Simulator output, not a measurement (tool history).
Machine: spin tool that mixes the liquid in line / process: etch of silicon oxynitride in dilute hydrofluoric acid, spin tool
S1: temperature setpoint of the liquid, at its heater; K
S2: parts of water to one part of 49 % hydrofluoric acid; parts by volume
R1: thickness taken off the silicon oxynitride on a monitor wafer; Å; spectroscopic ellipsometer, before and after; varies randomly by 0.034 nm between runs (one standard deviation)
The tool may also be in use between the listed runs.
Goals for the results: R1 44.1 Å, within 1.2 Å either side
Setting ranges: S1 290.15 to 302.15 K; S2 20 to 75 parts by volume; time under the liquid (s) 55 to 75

{"run": 1, "hour": 0.0, "S1": 294.15, "S2": 45, "time under the liquid (s)": 75, "R1": 21.059}
{"run": 2, "hour": 3.4, "S1": 294.15, "S2": 40, "time under the liquid (s)": 75, "R1": 23.53}
{"run": 3, "hour": 6.9, "S1": 294.15, "S2": 40, "time under the liquid (s)": 55, "R1": 17.361}
{"run": 4, "hour": 10.8, "S1": 295.15, "S2": 40, "time under the liquid (s)": 55, "R1": 18.023}
{"run": 5, "hour": 15.6, "S1": 293.65, "S2": 35, "time under the liquid (s)": 60, "R1": 21.312}
{"run": 6, "hour": 17.4, "S1": 296.15, "S2": 30, "time under the liquid (s)": 65, "R1": 30.205}
{"run": 7, "hour": 21.3, "S1": 297.65, "S2": 30, "time under the liquid (s)": 65, "R1": 32.506}
{"run": 8, "hour": 28.5, "S1": 298.65, "S2": 30, "time under the liquid (s)": 65, "R1": 34.474}
{"run": 9, "hour": 34.4, "S1": 299.65, "S2": 30, "time under the liquid (s)": 65, "R1": 35.943}

Which single option among these 5 for the next run brings every result within its allowed miss of target? Just one does.
{"run": "A", "hour": 40.3, "S1": 300.65, "S2": 35, "time under the liquid (s)": 65, "R1": "?"}
{"run": "B", "hour": 40.3, "S1": 300.15, "S2": 25, "time under the liquid (s)": 70, "R1": "?"}
{"run": "C", "hour": 40.3, "S1": 302.15, "S2": 30, "time under the liquid (s)": 70, "R1": "?"}
{"run": "D", "hour": 40.3, "S1": 301.15, "S2": 40, "time under the liquid (s)": 60, "R1": "?"}
{"run": "E", "hour": 40.3, "S1": 298.15, "S2": 30, "time under the liquid (s)": 65, "R1": "?"}

move=A R1=32.289
move=B R1=47.876
move=C R1=43.771
move=D R1=26.594
move=E R1=33.489
A: its largest miss is bigger than the last run's
B: pushes the last run's worst result past its target
C: each result inside its tolerance
D: its largest miss is bigger than the last run's
E: its largest miss is bigger than the last run's
C meets every target.
